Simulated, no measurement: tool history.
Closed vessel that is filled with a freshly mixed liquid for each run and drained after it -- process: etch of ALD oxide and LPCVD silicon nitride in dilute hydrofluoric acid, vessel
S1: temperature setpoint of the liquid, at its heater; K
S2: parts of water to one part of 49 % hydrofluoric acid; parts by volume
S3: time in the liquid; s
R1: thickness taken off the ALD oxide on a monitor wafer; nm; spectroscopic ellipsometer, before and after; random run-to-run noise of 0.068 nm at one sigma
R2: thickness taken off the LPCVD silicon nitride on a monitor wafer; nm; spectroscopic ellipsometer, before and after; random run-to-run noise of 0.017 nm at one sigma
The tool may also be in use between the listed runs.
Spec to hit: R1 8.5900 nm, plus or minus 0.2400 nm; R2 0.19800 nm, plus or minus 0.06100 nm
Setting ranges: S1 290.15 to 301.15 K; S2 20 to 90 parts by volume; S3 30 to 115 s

{"run": 1, "hour": 0.0, "S1": 293.15, "S2": 50, "S3": 60, "R1": 15.756, "R2": 0.40151}
{"run": 2, "hour": 3.6, "S1": 293.15, "S2": 60, "S3": 60, "R1": 13.2, "R2": 0.31309}
{"run": 3, "hour": 9.9, "S1": 296.15, "S2": 60, "S3": 60, "R1": 14.885, "R2": 0.43268}
{"run": 4, "hour": 13.2, "S1": 294.65, "S2": 65, "S3": 60, "R1": 12.932, "R2": 0.34215}
{"run": 5, "hour": 15.1, "S1": 293.65, "S2": 70, "S3": 60, "R1": 11.549, "R2": 0.26868}
{"run": 6, "hour": 22.6, "S1": 293.65, "S2": 75, "S3": 60, "R1": 10.443, "R2": 0.28805}
{"hour": 30.2, "done": "thermometer replaced"}
{"run": 7, "hour": 30.2, "S1": 292.65, "S2": 75, "S3": 60, "R1": 9.3617, "R2": 0.24493}
{"run": 8, "hour": 38.0, "S1": 292.15, "S2": 75, "S3": 60, "R1": 9.0588, "R2": 0.1903}

4 candidate next runs follow, results not yet known. Just one meets every target within its allowed miss. Identify it.
{"run": "A", "hour": 45.8, "S1": 290.65, "S2": 85, "S3": 70, "R1": "?", "R2": "?"}
{"run": "B", "hour": 45.8, "S1": 293.65, "S2": 75, "S3": 50, "R1": "?", "R2": "?"}
{"run": "C", "hour": 45.8, "S1": 291.15, "S2": 70, "S3": 60, "R1": "?", "R2": "?"}
{"run": "D", "hour": 45.8, "S1": 290.15, "S2": 70, "S3": 65, "R1": "?", "R2": "?"}

move=A R1=8.5858 R2=0.24141
move=B R1=7.9723 R2=0.23970
move=C R1=9.2794 R2=0.25874
move=D R1=9.6317 R2=0.26129
A: in spec on every target
B: takes the result that was furthest off past its target
C: lands further from the targets than the last run did
D: lands further from the targets than the last run did
A is the move that brings every result within its allowed miss.

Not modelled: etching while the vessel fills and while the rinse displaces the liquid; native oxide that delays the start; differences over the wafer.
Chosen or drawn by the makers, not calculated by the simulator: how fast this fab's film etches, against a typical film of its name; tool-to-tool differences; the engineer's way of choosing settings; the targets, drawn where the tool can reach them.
